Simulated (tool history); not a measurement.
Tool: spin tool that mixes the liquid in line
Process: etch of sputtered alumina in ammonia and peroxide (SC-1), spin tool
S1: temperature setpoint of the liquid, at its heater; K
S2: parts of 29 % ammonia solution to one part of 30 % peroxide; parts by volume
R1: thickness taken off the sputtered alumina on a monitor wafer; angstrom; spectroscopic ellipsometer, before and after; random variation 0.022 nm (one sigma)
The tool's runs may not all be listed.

Run 1, hour 0.0: S1 321.15 K, S2 0.65 parts by volume, time under the liquid (s) 45. Result: R1 22.412 angstrom.
Run 2, hour 7.2: S1 321.65 K, S2 0.65 parts by volume, time under the liquid (s) 45. Result: R1 23.062 angstrom.
Run 3, hour 8.6: S1 322.15 K, S2 0.65 parts by volume, time under the liquid (s) 45. Result: R1 23.599 angstrom.
Run 4, hour 12.5: S1 322.65 K, S2 0.65 parts by volume, time under the liquid (s) 45. Result: R1 24.317 angstrom.
Run 5, hour 16.2: S1 323.15 K, S2 0.65 parts by volume, time under the liquid (s) 45. Result: R1 24.830 angstrom.
Run 6, hour 17.5: S1 323.15 K, S2 0.75 parts by volume, time under the liquid (s) 45. Result: R1 25.271 angstrom.

Run 7 comes next. What will it give?
Run 7, hour 19.7: S1 323.65 K, S2 0.75 parts by volume, time under the liquid (s) 45. Result: R1 ?.

R1: 26.462 angstrom
